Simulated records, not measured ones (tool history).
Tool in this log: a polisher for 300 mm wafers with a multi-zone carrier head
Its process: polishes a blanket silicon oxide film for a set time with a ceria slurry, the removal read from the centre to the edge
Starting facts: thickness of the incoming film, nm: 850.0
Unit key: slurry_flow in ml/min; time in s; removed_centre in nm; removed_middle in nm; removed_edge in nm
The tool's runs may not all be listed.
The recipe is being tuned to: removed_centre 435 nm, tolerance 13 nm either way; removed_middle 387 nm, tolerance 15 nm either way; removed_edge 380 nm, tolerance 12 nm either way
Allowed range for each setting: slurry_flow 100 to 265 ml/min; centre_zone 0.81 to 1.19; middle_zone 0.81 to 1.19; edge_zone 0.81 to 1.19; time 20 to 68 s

Run 1, hour 0: slurry_flow 170 ml/min, centre_zone 1, middle_zone 1, edge_zone 1, time 44 s. Result: removed_centre 270.85 nm, removed_middle 272.37 nm, removed_edge 266.15 nm.
Run 2, hour 5.4: slurry_flow 170 ml/min, centre_zone 0.92, middle_zone 1, edge_zone 1, time 44 s. Result: removed_centre 246.25 nm, removed_middle 271.47 nm, removed_edge 267.23 nm.
Run 3, hour 11.1: slurry_flow 195 ml/min, centre_zone 0.92, middle_zone 1, edge_zone 1, time 44 s. Result: removed_centre 257.66 nm, removed_middle 275.9 nm, removed_edge 268.67 nm.
Run 4, hour 13: slurry_flow 195 ml/min, centre_zone 0.95, middle_zone 1.01, edge_zone 1.02, time 46 s. Result: removed_centre 274.82 nm, removed_middle 287.14 nm, removed_edge 286.24 nm.
Run 5, hour 19.3: slurry_flow 200 ml/min, centre_zone 0.98, middle_zone 1.03, edge_zone 1.03, time 48 s. Result: removed_centre 296.01 nm, removed_middle 302.05 nm, removed_edge 302.73 nm.
Run 6, hour 26.1: slurry_flow 200 ml/min, centre_zone 0.98, middle_zone 1.03, edge_zone 1.03, time 53 s. Result: removed_centre 330.02 nm, removed_middle 334.39 nm, removed_edge 328.68 nm.
Run 7, hour 29.1: slurry_flow 245 ml/min, centre_zone 1.08, middle_zone 1.09, edge_zone 1.13, time 57 s. Result: removed_centre 402.15 nm, removed_middle 391.96 nm, removed_edge 382.36 nm.
Run 8, hour 32: slurry_flow 245 ml/min, centre_zone 1.09, middle_zone 1.09, edge_zone 1.13, time 57 s. Result: removed_centre 399.61 nm, removed_middle 389.67 nm, removed_edge 376.61 nm.

Which one of the following 5 next-run settings gets every result inside its allowed miss? There is exactly one.
Run A, hour 34.9: slurry_flow 200 ml/min, centre_zone 1.01, middle_zone 1.14, edge_zone 1.16, time 58 s. Result: removed_centre ?, removed_middle ?, removed_edge ?.
Run B, hour 34.9: slurry_flow 215 ml/min, centre_zone 1.01, middle_zone 1.1, edge_zone 1.14, time 57 s. Result: removed_centre ?, removed_middle ?, removed_edge ?.
Run C, hour 34.9: slurry_flow 240 ml/min, centre_zone 0.96, middle_zone 1.08, edge_zone 1.09, time 57 s. Result: removed_centre ?, removed_middle ?, removed_edge ?.
Run D, hour 34.9: slurry_flow 265 ml/min, centre_zone 1.13, middle_zone 1.03, edge_zone 1.06, time 59 s. Result: removed_centre ?, removed_middle ?, removed_edge ?.
Run E, hour 34.9: slurry_flow 245 ml/min, centre_zone 1.1, middle_zone 1.17, edge_zone 1.16, time 54 s. Result: removed_centre ?, removed_middle ?, removed_edge ?.

move  removed_centre  removed_middle  removed_edge
   A          366.26           401.5        382.38
   B          364.06          386.68        375.52
   C          351.45           386.3        371.11
   D          434.13          388.19        382.39
   E          383.21          392.68         363.2
A: lands further from the targets than the last run did
B: lands further from the targets than the last run did
C: lands further from the targets than the last run did
D: all results land within tolerance of their targets
E: lands further from the targets than the last run did
Go with D: it meets all targets.
